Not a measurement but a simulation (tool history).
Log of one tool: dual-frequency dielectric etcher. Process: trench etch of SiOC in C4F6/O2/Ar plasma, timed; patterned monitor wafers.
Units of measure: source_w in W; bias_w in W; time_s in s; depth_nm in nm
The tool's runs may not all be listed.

Run 1, hour 0.0: source_w 360 W, bias_w 147 W, time_s 8.5 s. Result: depth_nm 14.923 nm.
Run 2, hour 8.9: source_w 360 W, bias_w 131 W, time_s 8.5 s. Result: depth_nm 14.245 nm.
Run 3, hour 15.2: source_w 320 W, bias_w 131 W, time_s 8.5 s. Result: depth_nm 13.751 nm.
Run 4, hour 19.0: source_w 310 W, bias_w 129 W, time_s 8.5 s. Result: depth_nm 13.557 nm.
Run 5, hour 21.5: source_w 310 W, bias_w 129 W, time_s 8.5 s. Result: depth_nm 13.613 nm.
Run 6, hour 26.6: source_w 340 W, bias_w 129 W, time_s 8.5 s. Result: depth_nm 14.170 nm.
Run 7, hour 32.0: source_w 330 W, bias_w 127 W, time_s 8.5 s. Result: depth_nm 13.911 nm.
Run 8, hour 35.9: source_w 320 W, bias_w 125 W, time_s 8.5 s. Result: depth_nm 13.507 nm.
Run 9, hour 41.7: source_w 310 W, bias_w 124 W, time_s 8.5 s. Result: depth_nm 13.409 nm.
Run 10, hour 48.6: source_w 300 W, bias_w 123 W, time_s 8.5 s. Result: depth_nm 13.249 nm.

Predict the results of run 11:
Run 11, hour 53.1: source_w 290 W, bias_w 122 W, time_s 8.5 s. Result: depth_nm ?.

Run 11 yielded depth_nm 13.166 nm.
